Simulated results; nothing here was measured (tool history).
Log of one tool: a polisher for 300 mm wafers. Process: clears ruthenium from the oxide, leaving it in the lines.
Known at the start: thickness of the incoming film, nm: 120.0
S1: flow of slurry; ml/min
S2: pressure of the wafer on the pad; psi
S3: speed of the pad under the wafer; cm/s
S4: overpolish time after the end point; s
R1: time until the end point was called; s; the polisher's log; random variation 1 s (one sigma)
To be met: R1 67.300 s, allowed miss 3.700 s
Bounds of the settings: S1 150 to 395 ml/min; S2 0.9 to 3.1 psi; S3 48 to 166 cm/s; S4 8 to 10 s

run,hour,S1,S2,S3,S4,R1
1,0.0,250,2.0,106,10,84.906
2,1.4,250,1.8,106,10,98.981
3,3.2,250,1.9,106,10,91.278
4,11.5,250,2.0,106,10,87.888
5,17.2,250,2.0,94,10,97.787
6,20.9,250,2.0,94,8,100.170
7,26.4,250,2.1,94,8,94.069
8,27.5,250,2.2,94,8,88.457
# hour 34.5: slurry nozzle cleaned
9,34.5,250,2.3,94,8,83.439
10,38.2,250,2.4,94,8,81.477
11,44.9,250,2.5,94,8,76.476

5 next moves are on the table. One of them brings every result within its allowed miss. Which?
A,51.6,275,2.5,88,8,?
B,51.6,315,3.1,86,10,?
C,51.6,310,2.4,96,8,?
D,51.6,240,2.6,72,8,?
E,51.6,230,2.5,82,10,?

move,R1
A,82.349
B,68.243
C,77.979
D,97.235
E,89.294
A: further off than the last run
B: meets every target
C: further off than the last run
D: further off than the last run
E: further off than the last run
Move B is the one to make.
